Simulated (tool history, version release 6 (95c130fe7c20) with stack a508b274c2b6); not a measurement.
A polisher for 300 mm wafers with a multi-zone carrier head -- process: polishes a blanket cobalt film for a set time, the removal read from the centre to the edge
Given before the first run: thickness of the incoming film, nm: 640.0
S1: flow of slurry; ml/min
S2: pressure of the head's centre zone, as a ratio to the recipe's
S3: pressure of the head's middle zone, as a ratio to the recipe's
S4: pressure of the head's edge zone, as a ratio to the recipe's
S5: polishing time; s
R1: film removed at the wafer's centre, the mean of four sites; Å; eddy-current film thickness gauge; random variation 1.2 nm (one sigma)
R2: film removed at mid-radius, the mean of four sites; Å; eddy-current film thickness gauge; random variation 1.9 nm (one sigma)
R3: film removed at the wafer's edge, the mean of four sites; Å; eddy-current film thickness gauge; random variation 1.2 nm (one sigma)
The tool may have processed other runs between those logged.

{"run": 1, "hour": 0.0, "S1": 130, "S2": 1.0, "S3": 1.0, "S4": 1.0, "S5": 38, "R1": 2286.9, "R2": 2124.9, "R3": 2172.5}
{"run": 2, "hour": 5.9, "S1": 130, "S2": 0.94, "S3": 1.0, "S4": 1.0, "S5": 38, "R1": 2159.8, "R2": 2069.9, "R3": 2133.5}
{"run": 3, "hour": 10.9, "S1": 125, "S2": 0.92, "S3": 1.03, "S4": 0.97, "S5": 35, "R1": 1970.8, "R2": 2005.6, "R3": 1910.2}
{"run": 4, "hour": 18.5, "S1": 125, "S2": 0.92, "S3": 1.0, "S4": 0.97, "S5": 35, "R1": 1938.6, "R2": 1952.7, "R3": 1923.0}
{"run": 5, "hour": 24.3, "S1": 120, "S2": 0.9, "S3": 1.0, "S4": 0.95, "S5": 33, "R1": 1782.9, "R2": 1812.4, "R3": 1737.0}
{"run": 6, "hour": 27.8, "S1": 120, "S2": 0.9, "S3": 1.0, "S4": 0.95, "S5": 27, "R1": 1451.7, "R2": 1479.6, "R3": 1462.6}
{"run": 7, "hour": 34.1, "S1": 115, "S2": 0.88, "S3": 1.01, "S4": 0.94, "S5": 26, "R1": 1352.2, "R2": 1426.7, "R3": 1374.9}

The next listed run, before its measurement:
{"run": 8, "hour": 42.9, "S1": 110, "S2": 0.87, "S3": 1.02, "S4": 0.93, "S5": 26, "R1": "?", "R2": "?", "R3": "?"}

{"run 8": {"R1": 1343.1, "R2": 1413.6, "R3": 1383.8}}
